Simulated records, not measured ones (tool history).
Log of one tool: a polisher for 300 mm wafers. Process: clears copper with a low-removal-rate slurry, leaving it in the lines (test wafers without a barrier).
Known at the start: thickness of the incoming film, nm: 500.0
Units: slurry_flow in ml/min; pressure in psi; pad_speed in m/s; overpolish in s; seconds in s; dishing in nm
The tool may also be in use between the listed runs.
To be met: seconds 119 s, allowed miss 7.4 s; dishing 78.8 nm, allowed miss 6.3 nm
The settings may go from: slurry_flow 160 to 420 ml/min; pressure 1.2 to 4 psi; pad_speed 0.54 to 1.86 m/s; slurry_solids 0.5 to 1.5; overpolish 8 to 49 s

run    day  slurry_flow  pressure  pad_speed  slurry_solids  overpolish  seconds  dishing
  1      0          270       2.6       1.18              1          25   139.32   48.179
  2  0.317          270       2.7       1.18              1          27   137.07   55.558
  3  0.683          270       2.8       1.18              1          28    133.4   56.681
  4  0.771          270       2.8       1.18           1.05          28   131.74   59.408
  5  0.946          270       2.9       1.18           1.05          29   128.07   60.705
  6  0.983          270       2.9       1.18            0.9          29   132.83   60.397
  7  1.046          270         3       1.18            0.9          30   129.83    63.31
  8  1.271          270       3.1       1.18            0.9          31   125.24   65.656
  9  1.308          270       3.1       1.18            0.9          32   122.93   67.771
 10   1.35          270       3.1       1.18            0.9          33   126.32   71.186

4 next moves are on the table. One of them brings every result within its allowed miss. Which?
  A  1.392          290       3.2       1.14            0.9          29        ?        ?
  B  1.392          285       2.7       1.36            1.1          38        ?        ?
  C  1.392          420       3.3       1.26           1.05          45        ?        ?
  D  1.392          300       2.8        1.4           0.85          32        ?        ?

move  seconds  dishing
   A   129.11   63.163
   B   123.37   75.683
   C   108.45   91.654
   D   120.22   69.625
A: further off than the last run
B: meets every target
C: takes the result that was furthest off past its target
D: further off than the last run
Answer: B

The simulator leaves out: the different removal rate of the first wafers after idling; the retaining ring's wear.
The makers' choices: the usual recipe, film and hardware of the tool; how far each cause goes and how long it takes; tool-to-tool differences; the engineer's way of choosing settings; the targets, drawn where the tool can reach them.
